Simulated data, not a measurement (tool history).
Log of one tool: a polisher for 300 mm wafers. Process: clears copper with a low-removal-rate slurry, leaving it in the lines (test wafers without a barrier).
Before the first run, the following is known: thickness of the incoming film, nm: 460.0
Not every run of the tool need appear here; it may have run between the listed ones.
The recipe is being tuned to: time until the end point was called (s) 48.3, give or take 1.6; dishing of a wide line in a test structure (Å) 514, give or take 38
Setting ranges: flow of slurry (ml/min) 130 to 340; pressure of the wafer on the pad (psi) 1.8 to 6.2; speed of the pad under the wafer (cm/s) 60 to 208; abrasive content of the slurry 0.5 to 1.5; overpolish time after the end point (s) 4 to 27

| run | hour | flow of slurry (ml/min) | pressure of the wafer on the pad (psi) | speed of the pad under the wafer (cm/s) | abrasive content of the slurry | overpolish time after the end point (s) | time until the end point was called (s) | dishing of a wide line in a test structure (Å) |
|---|---|---|---|---|---|---|---|---|
| 1 | 0 | 220 | 4 | 134 | 1 | 14 | 71.207 | 417.25 |
| 2 | 6 | 220 | 4.3 | 134 | 1 | 14 | 67.244 | 459.09 |
| 3 | 14.5 | 220 | 4.5 | 134 | 1 | 13 | 64.754 | 465.03 |
| 4 | 22.8 | 220 | 4.5 | 134 | 1.15 | 13 | 61.954 | 447.98 |
| 5 | 29.4 | 220 | 4.5 | 134 | 1.15 | 11 | 61.803 | 411.42 |
| 6 | 35.5 | 220 | 5.2 | 134 | 1.15 | 11 | 54.524 | 430.5 |
| 7 | 42.6 | 220 | 5.3 | 134 | 1.15 | 11 | 53.943 | 441.42 |
| 8 | 49.9 | 220 | 5.4 | 134 | 1.15 | 11 | 52.884 | 449.66 |

Pick the move, out of 5, that brings all results within their allowed miss; only one does.
| A | 57.2 | 275 | 5.8 | 116 | 1 | 23 | ? | ? |
| B | 57.2 | 205 | 5.4 | 134 | 1.1 | 8 | ? | ? |
| C | 57.2 | 260 | 5 | 152 | 1 | 15 | ? | ? |
| D | 57.2 | 240 | 4.8 | 148 | 1.15 | 15 | ? | ? |
| E | 57.2 | 220 | 5.4 | 144 | 1.2 | 13 | ? | ? |

| move | time until the end point was called (s) | dishing of a wide line in a test structure (Å) |
|---|---|---|
| A | 58.347 | 581.49 |
| B | 54.034 | 364.96 |
| C | 51.366 | 521.59 |
| D | 52.668 | 515.43 |
| E | 48.662 | 504.07 |
A: further off than the last run
B: further off than the last run
C: an improvement on the last run, though not all results are within tolerance
D: roughly where the last run was
E: all results land within tolerance of their targets
E meets every target.
